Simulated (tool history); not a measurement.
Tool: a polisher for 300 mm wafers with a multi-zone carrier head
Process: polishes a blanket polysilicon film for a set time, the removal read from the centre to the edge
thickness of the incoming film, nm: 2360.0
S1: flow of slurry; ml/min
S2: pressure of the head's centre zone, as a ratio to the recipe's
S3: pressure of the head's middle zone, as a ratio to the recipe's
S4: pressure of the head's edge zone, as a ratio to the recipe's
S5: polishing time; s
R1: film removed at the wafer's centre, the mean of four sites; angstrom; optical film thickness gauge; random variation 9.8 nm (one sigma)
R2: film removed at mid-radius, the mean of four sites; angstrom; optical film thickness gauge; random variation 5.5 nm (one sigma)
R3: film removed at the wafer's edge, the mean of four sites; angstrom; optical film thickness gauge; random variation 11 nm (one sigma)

{"run": 1, "hour": 0.0, "S1": 240, "S2": 1.0, "S3": 1.0, "S4": 1.0, "S5": 70, "R1": 5411.2, "R2": 5308.5, "R3": 5356.0}
{"run": 2, "hour": 3.0, "S1": 245, "S2": 1.04, "S3": 0.97, "S4": 1.04, "S5": 74, "R1": 5991.5, "R2": 5342.2, "R3": 5817.7}
{"run": 3, "hour": 6.8, "S1": 305, "S2": 1.04, "S3": 0.97, "S4": 1.04, "S5": 74, "R1": 6238.5, "R2": 5500.2, "R3": 5937.5}
{"run": 4, "hour": 15.5, "S1": 305, "S2": 1.07, "S3": 0.97, "S4": 1.07, "S5": 76, "R1": 6378.4, "R2": 5647.6, "R3": 6231.9}
{"run": 5, "hour": 24.1, "S1": 305, "S2": 1.01, "S3": 0.97, "S4": 1.07, "S5": 76, "R1": 6148.0, "R2": 5645.9, "R3": 6197.2}
{"run": 6, "hour": 26.4, "S1": 305, "S2": 0.96, "S3": 0.97, "S4": 1.07, "S5": 76, "R1": 5757.1, "R2": 5807.4, "R3": 6198.2}
{"run": 7, "hour": 28.8, "S1": 310, "S2": 1.02, "S3": 0.97, "S4": 1.09, "S5": 78, "R1": 6412.1, "R2": 5854.5, "R3": 6364.2}
{"run": 8, "hour": 37.4, "S1": 315, "S2": 1.05, "S3": 0.96, "S4": 1.1, "S5": 80, "R1": 6686.0, "R2": 5905.2, "R3": 6530.1}
{"run": 9, "hour": 45.6, "S1": 320, "S2": 1.07, "S3": 0.95, "S4": 1.11, "S5": 82, "R1": 6912.6, "R2": 6050.6, "R3": 6773.1}

Forecast run 10:
{"hour": 49.0, "done": "worn pad replaced by a new one"}
{"run": 10, "hour": 49.0, "S1": 325, "S2": 1.1, "S3": 0.94, "S4": 1.12, "S5": 83, "R1": "?", "R2": "?", "R3": "?"}

Run 10 gave R1 7572.2 angstrom, R2 6369.6 angstrom, R3 7353.4 angstrom.

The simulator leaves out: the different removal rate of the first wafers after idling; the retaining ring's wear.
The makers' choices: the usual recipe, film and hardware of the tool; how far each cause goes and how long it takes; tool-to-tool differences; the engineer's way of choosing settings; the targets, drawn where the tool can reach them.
